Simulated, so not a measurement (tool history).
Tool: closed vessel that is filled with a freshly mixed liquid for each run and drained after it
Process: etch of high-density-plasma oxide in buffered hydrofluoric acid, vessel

run	day	temperature setpoint of the liquid (K)	parts of 40 % ammonium fluoride to one part of 49 % hydrofluoric acid (parts by volume)	time in the liquid (s)	thickness taken off the high-density-plasma oxide on a monitor wafer (Å)
1	0	296.15	13	105	1899
2	0.204	294.65	13	105	1750.6
3	0.271	293.65	13	105	1637.9
4	0.558	292.65	13	105	1552.8
5	0.688	292.15	13	105	1502.4
6	0.988	291.65	13	105	1502.1

Predict the results of run 7:
7	1.112	291.65	13	105	?

Run 7 measured thickness taken off the high-density-plasma oxide on a monitor wafer (Å) 1471.4.

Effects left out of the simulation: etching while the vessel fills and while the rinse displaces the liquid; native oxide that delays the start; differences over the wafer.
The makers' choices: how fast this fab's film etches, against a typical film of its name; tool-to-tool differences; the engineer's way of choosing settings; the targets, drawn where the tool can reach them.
